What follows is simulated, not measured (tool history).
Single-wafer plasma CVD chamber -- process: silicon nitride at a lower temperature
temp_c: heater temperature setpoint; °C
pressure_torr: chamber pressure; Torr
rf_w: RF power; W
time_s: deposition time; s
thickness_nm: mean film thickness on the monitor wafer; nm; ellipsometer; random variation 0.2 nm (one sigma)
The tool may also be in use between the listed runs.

run	day	temp_c	pressure_torr	rf_w	time_s	thickness_nm
1	0.000	345	1.50	270	30.2	29.931
2	0.221	345	1.39	270	30.2	29.068
3	0.362	354	1.39	270	30.2	28.957
4	0.508	354	1.39	235	30.2	26.666
5	0.821	354	1.39	235	30.2	26.675
6	1.158	362	1.39	235	30.2	26.980
# day 1.392: RF generator calibrated
7	1.392	362	1.53	255	30.4	30.463

Estimate the outcome of run 8 from the log above:
8	1.621	362	1.83	275	30.5	?

For run 8 the tool returned thickness_nm 32.980 nm.
